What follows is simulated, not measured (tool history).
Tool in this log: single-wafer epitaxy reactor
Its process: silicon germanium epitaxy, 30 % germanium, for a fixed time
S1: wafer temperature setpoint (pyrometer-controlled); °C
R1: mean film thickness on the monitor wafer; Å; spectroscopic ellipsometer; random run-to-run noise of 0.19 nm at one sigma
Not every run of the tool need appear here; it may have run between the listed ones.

Run 1, hour 0: S1 605 °C, chamber pressure (Pa) 2293. Result: R1 638.05 Å.
Run 2, hour 4: S1 601 °C, chamber pressure (Pa) 2293. Result: R1 597.25 Å.
Run 3, hour 12.2: S1 612 °C, chamber pressure (Pa) 2293. Result: R1 707.49 Å.
Run 4, hour 16.9: S1 612 °C, chamber pressure (Pa) 1973. Result: R1 658.1 Å.
Run 5, hour 24.5: S1 622 °C, chamber pressure (Pa) 1973. Result: R1 765.73 Å.
Run 6, hour 31.3: S1 611 °C, chamber pressure (Pa) 1973. Result: R1 646.23 Å.
Run 7, hour 33.4: S1 599 °C, chamber pressure (Pa) 1947. Result: R1 530.57 Å.

Run 8 comes next. What will it give?
Run 8, hour 42: S1 598 °C, chamber pressure (Pa) 1947. Result: R1 ?.

R1: 525 Å

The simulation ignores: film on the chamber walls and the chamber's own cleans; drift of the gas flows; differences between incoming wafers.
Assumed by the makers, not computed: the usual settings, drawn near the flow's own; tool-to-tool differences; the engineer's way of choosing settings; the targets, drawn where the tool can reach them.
